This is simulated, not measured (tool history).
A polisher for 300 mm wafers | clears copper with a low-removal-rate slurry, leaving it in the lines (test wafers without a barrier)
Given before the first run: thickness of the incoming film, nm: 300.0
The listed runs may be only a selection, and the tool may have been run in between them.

| run | day | flow of slurry (ml/min) | pressure of the wafer on the pad (kPa) | speed of the pad under the wafer (cm/s) | abrasive content of the slurry | overpolish time after the end point (s) | time until the end point was called (s) | dishing of a wide line in a test structure (angstrom) |
|---|---|---|---|---|---|---|---|---|
| 1 | 0 | 195 | 16.5 | 142 | 1 | 24 | 100.82 | 439.82 |
| 2 | 0.275 | 195 | 19.3 | 142 | 1 | 24 | 87.882 | 499.7 |
| 3 | 0.392 | 240 | 19.3 | 142 | 1 | 24 | 85.946 | 501.81 |
| 4 | 0.567 | 240 | 19.3 | 142 | 1 | 34 | 85.425 | 625.28 |
| 5 | 0.758 | 240 | 19.3 | 142 | 1 | 36 | 85.348 | 672.31 |
| 6 | 0.858 | 240 | 22.8 | 142 | 1 | 36 | 74.266 | 740.11 |

Predict the results of run 7:
| 7 | 1.092 | 240 | 22.1 | 142 | 1 | 37 | ? | ? |

{"run 7": {"time until the end point was called (s)": 76.095, "dishing of a wide line in a test structure (angstrom)": 736.67}}
